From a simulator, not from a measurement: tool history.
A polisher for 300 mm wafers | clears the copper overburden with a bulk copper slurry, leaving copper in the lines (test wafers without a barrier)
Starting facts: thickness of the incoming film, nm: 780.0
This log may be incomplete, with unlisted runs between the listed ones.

run	day	flow of slurry (ml/min)	pressure of the wafer on the pad (kPa)	speed of the pad under the wafer (m/s)	abrasive content of the slurry	overpolish time after the end point (s)	time until the end point was called (s)	dishing of a wide line in a test structure (Å)
1	0	130	15.9	1.36	1	11	64.256	717.05
2	0.067	130	15.9	1.12	1	11	77.97	655.68
3	0.375	120	13.8	1.28	0.9	9	79.935	532.86
4	0.533	110	12.4	1.38	0.8	8	88.242	450.67
5	0.775	105	11	1.52	0.75	7	89.489	397.27
6	0.854	100	10.3	1.64	0.7	6	90.768	350.93
7	0.983	100	9.7	1.74	0.65	5	93.65	298.65

What will run 8 give?
8	1.229	120	9	1.82	0.6	5	?	?

{"run 8": {"time until the end point was called (s)": 92.841, "dishing of a wide line in a test structure (Å)": 280.38}}
